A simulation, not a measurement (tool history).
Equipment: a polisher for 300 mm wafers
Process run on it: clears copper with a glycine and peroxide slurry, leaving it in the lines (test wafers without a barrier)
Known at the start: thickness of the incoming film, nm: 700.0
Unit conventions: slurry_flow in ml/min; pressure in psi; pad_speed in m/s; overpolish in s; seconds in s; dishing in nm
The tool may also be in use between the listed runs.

run 1 hour=0 | slurry_flow=270 pressure=2.9 pad_speed=1.2 overpolish=8 | seconds=128.21 dishing=28.494
run 2 hour=2.9 | slurry_flow=270 pressure=2.9 pad_speed=1.2 overpolish=10 | seconds=129.93 dishing=34.016
run 3 hour=8.2 | slurry_flow=310 pressure=2.9 pad_speed=1.2 overpolish=10 | seconds=132.15 dishing=35.263
run 4 hour=14.1 | slurry_flow=310 pressure=2.9 pad_speed=1.2 overpolish=8 | seconds=129.76 dishing=27.768
run 5 hour=22 | slurry_flow=310 pressure=3 pad_speed=1.22 overpolish=7 | seconds=126.17 dishing=25.763
run 6 hour=24.9 | slurry_flow=250 pressure=3 pad_speed=1.22 overpolish=7 | seconds=130.81 dishing=26.075

The next listed run, before its measurement:
run 7 hour=33 | slurry_flow=255 pressure=3.2 pad_speed=1.24 overpolish=6 | seconds=? dishing=?

Run 7 measured seconds 116.31 s, dishing 23.631 nm.

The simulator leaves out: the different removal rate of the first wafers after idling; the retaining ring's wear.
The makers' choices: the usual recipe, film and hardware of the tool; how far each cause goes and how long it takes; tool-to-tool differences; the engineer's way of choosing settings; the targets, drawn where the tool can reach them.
